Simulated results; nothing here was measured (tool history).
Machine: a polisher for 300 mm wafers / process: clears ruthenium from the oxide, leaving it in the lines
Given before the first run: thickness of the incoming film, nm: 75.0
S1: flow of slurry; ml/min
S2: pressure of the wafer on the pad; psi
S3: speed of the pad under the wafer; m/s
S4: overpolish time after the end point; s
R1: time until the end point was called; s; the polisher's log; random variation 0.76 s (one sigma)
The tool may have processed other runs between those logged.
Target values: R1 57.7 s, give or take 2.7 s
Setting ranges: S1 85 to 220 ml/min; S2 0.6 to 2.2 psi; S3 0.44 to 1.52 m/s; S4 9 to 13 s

run 1 hour=0 | S1=140 S2=1.4 S3=0.98 S4=13 | R1=103.39
run 2 hour=5.4 | S1=105 S2=1.4 S3=0.98 S4=13 | R1=107.14
run 3 hour=13.5 | S1=105 S2=1.1 S3=0.98 S4=13 | R1=122.76
run 4 hour=19 | S1=85 S2=1.1 S3=0.98 S4=13 | R1=129.59
run 5 hour=26.1 | S1=85 S2=1.1 S3=1.12 S4=13 | R1=112.92
run 6 hour=31.4 | S1=90 S2=1.4 S3=1.14 S4=13 | R1=97.027
run 7 hour=35.5 | S1=100 S2=1.6 S3=1.18 S4=13 | R1=83.059
run 8 hour=36.4 | S1=105 S2=1.8 S3=1.2 S4=13 | R1=75.483
run 9 hour=43.3 | S1=105 S2=1.8 S3=1.2 S4=13 | R1=74.362
run 10 hour=47.9 | S1=110 S2=1.9 S3=1.22 S4=13 | R1=69.771
run 11 hour=53.9 | S1=115 S2=2 S3=1.24 S4=13 | R1=67.669
run 12 hour=59.3 | S1=115 S2=2.1 S3=1.26 S4=13 | R1=61.995

Exactly one of the 4 candidate moves below puts every result within its allowed miss. Which one?
run A hour=64.7 | S1=130 S2=2.2 S3=1.32 S4=11 | R1=?
run B hour=64.7 | S1=135 S2=2 S3=1.26 S4=9 | R1=?
run C hour=64.7 | S1=120 S2=2 S3=1.26 S4=13 | R1=?
run D hour=64.7 | S1=120 S2=2 S3=1.24 S4=13 | R1=?

move=A R1=57.618
move=B R1=64.117
move=C R1=65.26
move=D R1=66.24
A: all results land within tolerance of their targets
B: misses by more than the last run did
C: misses by more than the last run did
D: misses by more than the last run did
So the answer is move A, the one that meets all the targets.

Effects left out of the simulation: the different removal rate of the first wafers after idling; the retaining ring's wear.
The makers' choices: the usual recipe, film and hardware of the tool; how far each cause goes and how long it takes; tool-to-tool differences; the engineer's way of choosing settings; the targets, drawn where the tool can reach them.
